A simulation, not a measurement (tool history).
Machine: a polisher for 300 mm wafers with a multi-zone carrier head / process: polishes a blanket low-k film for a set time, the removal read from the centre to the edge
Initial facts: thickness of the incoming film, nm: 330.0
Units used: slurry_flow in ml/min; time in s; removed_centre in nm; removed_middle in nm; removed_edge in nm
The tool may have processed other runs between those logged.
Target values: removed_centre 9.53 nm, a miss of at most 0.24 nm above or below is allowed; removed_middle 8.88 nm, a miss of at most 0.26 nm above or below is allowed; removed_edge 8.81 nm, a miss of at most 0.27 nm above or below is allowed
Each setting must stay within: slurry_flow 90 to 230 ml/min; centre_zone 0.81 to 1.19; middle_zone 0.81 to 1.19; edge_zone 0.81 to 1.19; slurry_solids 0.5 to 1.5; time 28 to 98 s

Run 1, hour 0: slurry_flow 150 ml/min, centre_zone 1, middle_zone 1, edge_zone 1, slurry_solids 1, time 63 s. Result: removed_centre 16.15 nm, removed_middle 16.249 nm, removed_edge 15.998 nm.
Run 2, hour 2.7: slurry_flow 145 ml/min, centre_zone 1, middle_zone 0.97, edge_zone 0.95, slurry_solids 0.85, time 58 s. Result: removed_centre 13.485 nm, removed_middle 13.091 nm, removed_edge 13.053 nm.
Run 3, hour 3.4: slurry_flow 145 ml/min, centre_zone 1, middle_zone 0.97, edge_zone 0.95, slurry_solids 0.85, time 43 s. Result: removed_centre 9.9992 nm, removed_middle 9.7908 nm, removed_edge 9.641 nm.
Run 4, hour 7.7: slurry_flow 145 ml/min, centre_zone 1, middle_zone 0.97, edge_zone 0.95, slurry_solids 0.85, time 36 s. Result: removed_centre 8.3384 nm, removed_middle 8.1329 nm, removed_edge 8.221 nm.
Run 5, hour 8.8: slurry_flow 165 ml/min, centre_zone 1.01, middle_zone 0.97, edge_zone 0.96, slurry_solids 0.85, time 36 s. Result: removed_centre 8.6147 nm, removed_middle 8.3946 nm, removed_edge 8.3528 nm.
Run 6, hour 16.4: slurry_flow 170 ml/min, centre_zone 1.03, middle_zone 0.98, edge_zone 0.98, slurry_solids 0.85, time 36 s. Result: removed_centre 8.7488 nm, removed_middle 8.5139 nm, removed_edge 8.3948 nm.
Run 7, hour 18.2: slurry_flow 175 ml/min, centre_zone 1.05, middle_zone 0.98, edge_zone 1, slurry_solids 0.85, time 36 s. Result: removed_centre 8.9393 nm, removed_middle 8.5548 nm, removed_edge 8.5409 nm.
Run 8, hour 24.4: slurry_flow 180 ml/min, centre_zone 1.07, middle_zone 0.98, edge_zone 1.01, slurry_solids 0.85, time 36 s. Result: removed_centre 9.2006 nm, removed_middle 8.4844 nm, removed_edge 8.5573 nm.

Pick the move, out of 5, that brings all results within their allowed miss; only one does.
Run A, hour 30.6: slurry_flow 220 ml/min, centre_zone 1.04, middle_zone 1.11, edge_zone 0.88, slurry_solids 0.9, time 34 s. Result: removed_centre ?, removed_middle ?, removed_edge ?.
Run B, hour 30.6: slurry_flow 170 ml/min, centre_zone 1.09, middle_zone 0.92, edge_zone 0.97, slurry_solids 0.65, time 44 s. Result: removed_centre ?, removed_middle ?, removed_edge ?.
Run C, hour 30.6: slurry_flow 175 ml/min, centre_zone 1.09, middle_zone 1.04, edge_zone 1.01, slurry_solids 0.8, time 36 s. Result: removed_centre ?, removed_middle ?, removed_edge ?.
Run D, hour 30.6: slurry_flow 150 ml/min, centre_zone 1.09, middle_zone 1.02, edge_zone 1.02, slurry_solids 0.75, time 41 s. Result: removed_centre ?, removed_middle ?, removed_edge ?.
Run E, hour 30.6: slurry_flow 185 ml/min, centre_zone 0.97, middle_zone 1.06, edge_zone 0.94, slurry_solids 0.85, time 36 s. Result: removed_centre ?, removed_middle ?, removed_edge ?.

move  removed_centre  removed_middle  removed_edge
   A          8.9961           9.391        8.0309
   B          9.3893          8.3639        8.5935
   C          8.8969           8.591        8.2725
   D          9.4662          9.0491        8.9313
   E          8.5079          9.1093        8.3421
A: the result that was furthest off in the last run now lies on the other side of its target
B: its largest miss is bigger than the last run's
C: its largest miss is bigger than the last run's
D: each result inside its tolerance
E: the worst result of the last run now meets its target, but another is out of spec
Answer: D

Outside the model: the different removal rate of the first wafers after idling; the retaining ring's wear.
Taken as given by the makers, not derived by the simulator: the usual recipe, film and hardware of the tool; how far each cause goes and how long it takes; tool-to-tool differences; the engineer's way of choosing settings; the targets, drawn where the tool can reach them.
